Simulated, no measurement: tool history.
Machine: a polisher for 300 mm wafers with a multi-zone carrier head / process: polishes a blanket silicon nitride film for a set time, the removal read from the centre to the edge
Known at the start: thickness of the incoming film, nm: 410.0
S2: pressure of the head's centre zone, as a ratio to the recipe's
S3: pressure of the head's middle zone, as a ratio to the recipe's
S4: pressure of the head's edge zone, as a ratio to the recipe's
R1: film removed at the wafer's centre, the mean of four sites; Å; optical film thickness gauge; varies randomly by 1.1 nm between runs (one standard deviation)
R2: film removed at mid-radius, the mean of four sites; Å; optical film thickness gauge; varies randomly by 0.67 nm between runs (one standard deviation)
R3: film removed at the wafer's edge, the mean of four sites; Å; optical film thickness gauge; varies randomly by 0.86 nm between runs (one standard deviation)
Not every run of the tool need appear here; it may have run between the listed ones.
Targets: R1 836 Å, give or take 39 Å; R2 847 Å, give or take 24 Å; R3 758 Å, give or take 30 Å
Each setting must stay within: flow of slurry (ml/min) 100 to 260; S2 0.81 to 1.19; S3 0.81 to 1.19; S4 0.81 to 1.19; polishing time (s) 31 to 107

{"run": 1, "hour": 0.0, "flow of slurry (ml/min)": 165, "S2": 1, "S3": 1, "S4": 1, "polishing time (s)": 69, "R1": 1268.8, "R2": 1206.7, "R3": 1258.1}
{"run": 2, "hour": 8.2, "flow of slurry (ml/min)": 165, "S2": 1, "S3": 1.01, "S4": 0.97, "polishing time (s)": 63, "R1": 1147, "R2": 1122.3, "R3": 1123}
{"run": 3, "hour": 10.5, "flow of slurry (ml/min)": 165, "S2": 1, "S3": 1.01, "S4": 0.94, "polishing time (s)": 59, "R1": 1049.8, "R2": 1042.3, "R3": 1057.5}
{"run": 4, "hour": 15.9, "flow of slurry (ml/min)": 205, "S2": 1, "S3": 1.01, "S4": 0.94, "polishing time (s)": 59, "R1": 1122.2, "R2": 1084.8, "R3": 1089.3}
{"run": 5, "hour": 18.2, "flow of slurry (ml/min)": 220, "S2": 1, "S3": 1.01, "S4": 0.94, "polishing time (s)": 59, "R1": 1126.4, "R2": 1081.5, "R3": 1080}
{"run": 6, "hour": 22.8, "flow of slurry (ml/min)": 225, "S2": 1.01, "S3": 1.02, "S4": 0.92, "polishing time (s)": 55, "R1": 1073.9, "R2": 1018.7, "R3": 1007.9}
{"run": 7, "hour": 30.1, "flow of slurry (ml/min)": 220, "S2": 1.01, "S3": 1.03, "S4": 0.9, "polishing time (s)": 52, "R1": 1010.3, "R2": 968.06, "R3": 929.76}
{"run": 8, "hour": 35.1, "flow of slurry (ml/min)": 210, "S2": 1.01, "S3": 1.03, "S4": 0.88, "polishing time (s)": 51, "R1": 953.08, "R2": 948.77, "R3": 911.13}
{"run": 9, "hour": 40.7, "flow of slurry (ml/min)": 205, "S2": 1.02, "S3": 1.04, "S4": 0.87, "polishing time (s)": 50, "R1": 956.79, "R2": 932.32, "R3": 884.18}
{"run": 10, "hour": 46.3, "flow of slurry (ml/min)": 200, "S2": 1.02, "S3": 1.05, "S4": 0.86, "polishing time (s)": 49, "R1": 958.3, "R2": 910.56, "R3": 848.81}
{"run": 11, "hour": 54.3, "flow of slurry (ml/min)": 150, "S2": 0.92, "S3": 1.08, "S4": 0.81, "polishing time (s)": 47, "R1": 744.89, "R2": 864.14, "R3": 794.51}
{"run": 12, "hour": 59.5, "flow of slurry (ml/min)": 155, "S2": 0.94, "S3": 1.08, "S4": 0.81, "polishing time (s)": 47, "R1": 798.33, "R2": 855.47, "R3": 779.67}

Of the 5 settings listed for the next run, only one would bring every result within its allowed miss of target. Which one?
{"run": "A", "hour": 64.7, "flow of slurry (ml/min)": 165, "S2": 0.9, "S3": 1.11, "S4": 0.81, "polishing time (s)": 45, "R1": "?", "R2": "?", "R3": "?"}
{"run": "B", "hour": 64.7, "flow of slurry (ml/min)": 160, "S2": 1, "S3": 1.08, "S4": 0.81, "polishing time (s)": 46, "R1": "?", "R2": "?", "R3": "?"}
{"run": "C", "hour": 64.7, "flow of slurry (ml/min)": 215, "S2": 0.9, "S3": 1.05, "S4": 0.92, "polishing time (s)": 44, "R1": "?", "R2": "?", "R3": "?"}
{"run": "D", "hour": 64.7, "flow of slurry (ml/min)": 135, "S2": 0.9, "S3": 1.06, "S4": 0.83, "polishing time (s)": 50, "R1": "?", "R2": "?", "R3": "?"}
{"run": "E", "hour": 64.7, "flow of slurry (ml/min)": 140, "S2": 0.85, "S3": 1.06, "S4": 0.82, "polishing time (s)": 49, "R1": "?", "R2": "?", "R3": "?"}

move=A R1=723.42 R2=871.16 R3=743.63
move=B R1=816.8 R2=864.37 R3=757.26
move=C R1=741.79 R2=847.65 R3=788.31
move=D R1=766.22 R2=892.35 R3=809.69
move=E R1=715.57 R2=882.05 R3=794.59
A: misses by more than the last run did
B: all results land within tolerance of their targets
C: misses by more than the last run did
D: misses by more than the last run did
E: misses by more than the last run did
The move that meets every target is B.
